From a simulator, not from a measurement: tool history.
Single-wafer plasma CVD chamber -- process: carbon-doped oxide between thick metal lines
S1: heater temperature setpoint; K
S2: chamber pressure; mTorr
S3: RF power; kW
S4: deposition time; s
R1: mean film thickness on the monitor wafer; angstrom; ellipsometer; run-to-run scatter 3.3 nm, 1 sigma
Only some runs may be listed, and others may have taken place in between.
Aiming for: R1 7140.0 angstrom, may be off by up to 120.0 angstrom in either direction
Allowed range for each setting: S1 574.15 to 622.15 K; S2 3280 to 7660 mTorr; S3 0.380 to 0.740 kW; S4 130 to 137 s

run,hour,S1,S2,S3,S4,R1
1,0.0,598.15,5470,0.560,137,7743.9
2,2.8,598.15,5470,0.610,137,8350.5
3,3.4,603.15,4980,0.595,137,7969.1
4,4.5,603.15,5320,0.595,137,8081.1
5,9.9,603.15,4850,0.575,137,7799.5
6,15.3,603.15,4850,0.575,130,7281.5
# hour 20.2: RF generator calibrated
7,20.2,604.15,4760,0.575,130,7776.7
8,20.9,604.15,4810,0.550,130,7521.6

Pick the move, out of 4, that brings all results within their allowed miss; only one does.
A,21.6,610.15,4670,0.535,130,?
B,21.6,608.15,4640,0.510,130,?
C,21.6,606.15,4390,0.510,130,?
D,21.6,603.15,4500,0.505,130,?

move,R1
A,7165.8
B,6873.8
C,6867.4
D,6877.5
A: all results land within tolerance of their targets
B: the result that was furthest off in the last run now lies on the other side of its target
C: the result that was furthest off in the last run now lies on the other side of its target
D: the result that was furthest off in the last run now lies on the other side of its target
A meets every target.
